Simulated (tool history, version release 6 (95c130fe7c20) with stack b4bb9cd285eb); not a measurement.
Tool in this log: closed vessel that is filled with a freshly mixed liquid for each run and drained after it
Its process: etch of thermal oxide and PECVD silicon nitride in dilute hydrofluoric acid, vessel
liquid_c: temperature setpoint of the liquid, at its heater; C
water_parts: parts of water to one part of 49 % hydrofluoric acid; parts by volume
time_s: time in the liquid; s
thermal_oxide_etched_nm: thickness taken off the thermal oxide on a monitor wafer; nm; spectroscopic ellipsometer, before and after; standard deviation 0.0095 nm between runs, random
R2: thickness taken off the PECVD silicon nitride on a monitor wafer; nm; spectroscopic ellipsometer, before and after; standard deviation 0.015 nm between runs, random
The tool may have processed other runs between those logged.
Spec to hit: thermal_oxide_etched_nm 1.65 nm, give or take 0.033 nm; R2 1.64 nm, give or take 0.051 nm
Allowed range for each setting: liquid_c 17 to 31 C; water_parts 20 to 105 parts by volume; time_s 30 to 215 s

Run 1, hour 0: liquid_c 23 C, water_parts 55 parts by volume, time_s 110 s. Result: thermal_oxide_etched_nm 10.457 nm, R2 10.4 nm.
Run 2, hour 6.3: liquid_c 22 C, water_parts 65 parts by volume, time_s 90 s. Result: thermal_oxide_etched_nm 6.8572 nm, R2 6.6868 nm.
Run 3, hour 14.8: liquid_c 22 C, water_parts 65 parts by volume, time_s 130 s. Result: thermal_oxide_etched_nm 9.8181 nm, R2 9.8058 nm.
Run 4, hour 18.6: liquid_c 22 C, water_parts 65 parts by volume, time_s 95 s. Result: thermal_oxide_etched_nm 7.2903 nm, R2 7.2141 nm.
Run 5, hour 25.9: liquid_c 22 C, water_parts 65 parts by volume, time_s 125 s. Result: thermal_oxide_etched_nm 9.4856 nm, R2 9.4937 nm.
Run 6, hour 34.6: liquid_c 21.5 C, water_parts 75 parts by volume, time_s 100 s. Result: thermal_oxide_etched_nm 6.3393 nm, R2 6.3587 nm.
Run 7, hour 39.1: liquid_c 20.5 C, water_parts 80 parts by volume, time_s 85 s. Result: thermal_oxide_etched_nm 4.8198 nm, R2 4.723 nm.
Run 8, hour 47.8: liquid_c 20 C, water_parts 85 parts by volume, time_s 70 s. Result: thermal_oxide_etched_nm 3.6428 nm, R2 3.4835 nm.
Run 9, hour 53.3: liquid_c 20 C, water_parts 90 parts by volume, time_s 60 s. Result: thermal_oxide_etched_nm 2.9494 nm, R2 2.8203 nm.
Run 10, hour 61.6: liquid_c 20.5 C, water_parts 105 parts by volume, time_s 30 s. Result: thermal_oxide_etched_nm 1.268 nm, R2 1.2875 nm.
Run 11, hour 65.4: liquid_c 20.5 C, water_parts 100 parts by volume, time_s 30 s. Result: thermal_oxide_etched_nm 1.3444 nm, R2 1.3594 nm.
Run 12, hour 71.2: liquid_c 20.5 C, water_parts 95 parts by volume, time_s 30 s. Result: thermal_oxide_etched_nm 1.4209 nm, R2 1.3866 nm.
Run 13, hour 78.2: liquid_c 21 C, water_parts 90 parts by volume, time_s 30 s. Result: thermal_oxide_etched_nm 1.5203 nm, R2 1.5232 nm.

Of the 4 settings listed for the next run, only one would bring every result within its allowed miss of target. Which one?
Run A, hour 85.2: liquid_c 21 C, water_parts 95 parts by volume, time_s 30 s. Result: thermal_oxide_etched_nm ?, R2 ?.
Run B, hour 85.2: liquid_c 17.5 C, water_parts 95 parts by volume, time_s 40 s. Result: thermal_oxide_etched_nm ?, R2 ?.
Run C, hour 85.2: liquid_c 18.5 C, water_parts 75 parts by volume, time_s 30 s. Result: thermal_oxide_etched_nm ?, R2 ?.
Run D, hour 85.2: liquid_c 20.5 C, water_parts 95 parts by volume, time_s 35 s. Result: thermal_oxide_etched_nm ?, R2 ?.

move  thermal_oxide_etched_nm      R2
   A                   1.4385  1.4674
   B                   1.6588  1.5387
   C                     1.68  1.5566
   D                   1.6442  1.6549
A: lands further from the targets than the last run did
B: the furthest-off result lands on target, but another misses its tolerance
C: the furthest-off result lands on target, but another misses its tolerance
D: hits every target within its allowed miss
The move that meets every target is D.

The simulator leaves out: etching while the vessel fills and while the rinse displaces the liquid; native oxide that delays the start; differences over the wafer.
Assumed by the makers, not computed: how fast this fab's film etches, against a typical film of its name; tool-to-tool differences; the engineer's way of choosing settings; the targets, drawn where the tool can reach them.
